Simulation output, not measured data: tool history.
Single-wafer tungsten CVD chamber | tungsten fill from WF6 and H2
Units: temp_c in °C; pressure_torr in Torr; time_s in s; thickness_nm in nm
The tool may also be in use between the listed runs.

run,hour,temp_c,pressure_torr,time_s,thickness_nm
1,0.0,390,31.0,19.6,55.707
2,5.5,390,31.0,18.6,52.999
3,6.5,392,31.0,18.6,55.514
4,8.3,393,31.0,18.6,55.821
5,10.5,397,31.0,18.6,59.725
6,15.0,397,31.0,18.6,59.210
7,22.8,398,31.0,18.6,59.974
8,25.4,399,31.0,18.6,61.040

The next listed run, before its measurement:
9,32.5,400,31.0,18.6,?

Run 9 gave thickness_nm 62.945 nm.
